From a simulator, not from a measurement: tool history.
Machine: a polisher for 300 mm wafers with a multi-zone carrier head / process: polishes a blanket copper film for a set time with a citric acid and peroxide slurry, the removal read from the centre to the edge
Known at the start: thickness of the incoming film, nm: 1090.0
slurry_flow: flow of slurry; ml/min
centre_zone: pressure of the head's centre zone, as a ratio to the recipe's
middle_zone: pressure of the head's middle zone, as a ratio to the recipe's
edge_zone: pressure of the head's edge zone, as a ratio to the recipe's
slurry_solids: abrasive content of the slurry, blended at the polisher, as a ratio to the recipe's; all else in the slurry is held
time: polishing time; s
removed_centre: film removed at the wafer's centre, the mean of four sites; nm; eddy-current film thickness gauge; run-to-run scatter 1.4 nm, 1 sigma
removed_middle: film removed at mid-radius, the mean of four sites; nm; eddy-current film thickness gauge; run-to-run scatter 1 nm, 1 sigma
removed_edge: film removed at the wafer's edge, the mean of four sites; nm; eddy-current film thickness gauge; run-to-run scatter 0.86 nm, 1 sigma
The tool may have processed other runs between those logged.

run,day,slurry_flow,centre_zone,middle_zone,edge_zone,slurry_solids,time,removed_centre,removed_middle,removed_edge
1,0,210,1,1,1,1,49,161,164.49,163.54
2,0.171,210,0.94,1,1,1,49,149.65,164.39,163.74
3,0.475,210,0.95,0.99,0.98,0.95,47,143.77,156.31,156.49
4,0.7,260,0.95,0.99,0.98,0.95,47,145.97,157.41,155.63
5,0.946,260,0.96,0.99,0.97,0.9,45,142.33,149.93,150.89
6,1,260,0.96,1.03,0.97,0.9,45,143.06,159.31,147.73

Forecast run 7:
7,1.183,260,0.97,1.02,0.96,0.85,43,?,?,?

Run 7 produced removed_centre 137.71 nm, removed_middle 147.43 nm, removed_edge 139.13 nm.

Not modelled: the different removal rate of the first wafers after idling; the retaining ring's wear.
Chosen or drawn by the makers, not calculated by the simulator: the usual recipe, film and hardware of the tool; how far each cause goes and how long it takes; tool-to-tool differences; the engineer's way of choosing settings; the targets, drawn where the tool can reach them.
